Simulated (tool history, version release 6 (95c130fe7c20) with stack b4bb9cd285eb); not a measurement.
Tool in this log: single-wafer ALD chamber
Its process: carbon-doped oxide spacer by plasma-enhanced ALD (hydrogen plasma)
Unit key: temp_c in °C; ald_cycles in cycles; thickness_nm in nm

run	hour	temp_c	ald_cycles	thickness_nm
1	0.0	385	435	20.804
2	6.5	390	435	20.781
3	9.3	390	457	21.933
4	11.3	399	457	21.946
5	18.8	399	423	20.290
6	25.9	395	423	20.365
7	34.7	395	390	18.742
8	41.6	395	371	17.855

Run 9, settings as shown, results not yet in. Your forecast:
9	43.4	395	359	?

thickness_nm: 17.314 nm
